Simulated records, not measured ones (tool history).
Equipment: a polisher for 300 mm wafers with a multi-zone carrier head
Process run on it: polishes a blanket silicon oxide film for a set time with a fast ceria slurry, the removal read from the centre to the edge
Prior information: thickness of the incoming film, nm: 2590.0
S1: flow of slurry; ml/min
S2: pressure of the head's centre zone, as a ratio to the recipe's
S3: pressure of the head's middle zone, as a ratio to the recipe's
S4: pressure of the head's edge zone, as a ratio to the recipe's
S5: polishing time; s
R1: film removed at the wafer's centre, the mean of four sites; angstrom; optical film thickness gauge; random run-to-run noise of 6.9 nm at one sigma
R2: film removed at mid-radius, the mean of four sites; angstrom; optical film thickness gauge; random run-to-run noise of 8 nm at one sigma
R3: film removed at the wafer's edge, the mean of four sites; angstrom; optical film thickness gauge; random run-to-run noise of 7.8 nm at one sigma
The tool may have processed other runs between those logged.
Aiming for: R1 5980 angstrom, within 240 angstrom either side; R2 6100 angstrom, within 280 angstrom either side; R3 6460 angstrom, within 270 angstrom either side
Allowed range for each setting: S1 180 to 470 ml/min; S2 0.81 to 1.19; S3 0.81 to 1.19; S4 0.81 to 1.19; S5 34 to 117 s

run	hour	S1	S2	S3	S4	S5	R1	R2	R3
1	0	300	1	1	1	75	7852.8	8183.6	8227.7
2	5.1	360	1	1	1	75	8168.7	8509.1	8342
3	14	360	1	1	1	90	9718.1	10337	9842.4
4	18.2	360	1.04	1	1	90	10022	9995.9	10079
# hour 21.1: slurry nozzle cleaned
5	21.1	350	1.03	0.99	1	86	10068	10213	9925.4
6	25.5	340	1.04	1.01	1.01	82	9748.8	9971.2	9726.9
7	32.6	345	1.02	0.99	1	83	9570.7	9423.3	9759.1
8	41.7	345	1	0.99	0.98	81	9103.8	9672.8	9327.1
9	45.4	350	1	1	1	79	9052.3	9350.5	9248.3
10	48.2	335	0.99	0.99	0.99	76	8484.8	9064	8644.5
11	56.3	335	0.99	1	1	73	8296.4	8454.9	8668.3
12	58.7	330	0.98	0.99	0.99	70	7647.3	8280.4	8072
13	63.5	340	1	0.89	1.06	50	5712.2	5413.7	5864.1

Consider the 5 candidate settings below. Which is the only one whose results all fall within their allowed miss of target?
A	68.3	345	1.02	0.82	1.02	55	?	?	?
B	68.3	350	0.88	0.87	1.11	58	?	?	?
C	68.3	305	0.94	0.81	0.94	62	?	?	?
D	68.3	420	0.95	0.95	1.07	54	?	?	?
E	68.3	320	0.95	0.81	1.19	55	?	?	?

move	R1	R2	R3
A	6369.5	5433.3	6520.4
B	5996.8	6025.4	7174.1
C	6644.2	5994	7004.5
D	6024.3	6123.4	6625.1
E	5975.2	5341.2	7011.9
A: about as far from the targets as the last run
B: brings the result that was furthest off to its target, and leaves another outside
C: brings the result that was furthest off to its target, and leaves another outside
D: every result within its allowed miss
E: moves away from the targets compared with the last run
Answer: D
